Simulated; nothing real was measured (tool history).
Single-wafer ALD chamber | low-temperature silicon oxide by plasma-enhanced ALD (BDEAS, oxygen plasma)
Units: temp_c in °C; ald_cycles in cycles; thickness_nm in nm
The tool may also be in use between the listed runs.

run,hour,temp_c,ald_cycles,thickness_nm
1,0.0,100,56,7.7403
2,1.6,96,57,7.9910
3,2.5,93,58,8.2818
4,10.2,90,58,8.2968
5,19.2,83,58,8.4547
6,22.6,82,58,8.4753
7,31.2,81,58,8.5429
8,39.9,80,58,8.5852
9,44.1,79,58,8.5718

The next listed run, before its measurement:
10,50.5,78,58,?

thickness_nm: 8.6124 nm

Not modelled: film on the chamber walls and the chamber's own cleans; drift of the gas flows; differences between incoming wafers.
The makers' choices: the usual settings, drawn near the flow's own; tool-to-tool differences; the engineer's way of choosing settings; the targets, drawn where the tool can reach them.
